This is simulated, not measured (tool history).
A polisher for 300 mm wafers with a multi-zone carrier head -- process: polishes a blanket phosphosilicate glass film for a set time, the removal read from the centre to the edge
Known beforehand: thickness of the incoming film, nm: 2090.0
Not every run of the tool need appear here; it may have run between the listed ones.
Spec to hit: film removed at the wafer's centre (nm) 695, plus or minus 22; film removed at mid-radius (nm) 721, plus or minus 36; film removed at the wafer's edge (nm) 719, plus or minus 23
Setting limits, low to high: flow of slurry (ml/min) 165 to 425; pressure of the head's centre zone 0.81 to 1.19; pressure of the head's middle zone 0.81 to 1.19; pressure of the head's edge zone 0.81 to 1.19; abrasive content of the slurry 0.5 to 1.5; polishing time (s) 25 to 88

run	hour	flow of slurry (ml/min)	pressure of the head's centre zone	pressure of the head's middle zone	pressure of the head's edge zone	abrasive content of the slurry	polishing time (s)	film removed at the wafer's centre (nm)	film removed at mid-radius (nm)	film removed at the wafer's edge (nm)
1	0	275	1	1	1	1	56	509.62	498.46	498.35
2	7.9	275	1	0.96	1	1	56	514.55	488.82	493.2
3	16	275	1	0.96	1	1	64	593.54	548.29	569.99
4	21.2	240	1	0.96	1	1	64	579.35	562.02	564.41
5	24	240	1	0.96	1	1	74	677.94	633.59	652.89
6	29.3	240	1	0.96	1	1	61	556.31	526.1	532.2
7	36.3	240	1.01	1	1.04	1.1	61	574.85	558.49	567.53
8	40.9	235	1.02	1.03	1.06	1.2	61	598.14	575.85	587.17
9	49.5	235	1.01	1.06	1.07	1.25	62	614.21	618.53	613.75
10	54.5	235	1.01	1.06	1.07	1.25	62	603.1	637.87	611.74
11	59.8	245	1.02	1.07	1.1	1.3	62	623.5	633.57	632.31
12	63.9	250	1.02	1.08	1.11	1.35	62	646.57	646.24	646.67
13	70	255	1.02	1.09	1.12	1.4	62	643.73	662.85	660.59
14	74.3	255	1.02	1.1	1.13	1.4	62	657.95	676.79	656.11

5 next moves are on the table. One of them brings every result within its allowed miss. Which?
A	78.6	250	1.05	1.13	1.19	1.5	67	?	?	?
B	78.6	300	1.19	1.13	1.06	1.25	57	?	?	?
C	78.6	265	1.04	0.97	1.09	1.4	66	?	?	?
D	78.6	260	1.05	0.96	1.14	1.2	69	?	?	?
E	78.6	285	0.95	1.02	1.03	1.1	76	?	?	?

move	film removed at the wafer's centre (nm)	film removed at mid-radius (nm)	film removed at the wafer's edge (nm)
A	755.83	745.92	755.11
B	702.53	609.73	580.88
C	726.08	635.75	702.13
D	725.26	623.63	710.57
E	709.25	709.08	728.48
A: takes the result that was furthest off past its target
B: misses by more than the last run did
C: the worst result of the last run now meets its target, but another is out of spec
D: the worst result of the last run now meets its target, but another is out of spec
E: all results in spec
Go with E: it meets all targets.
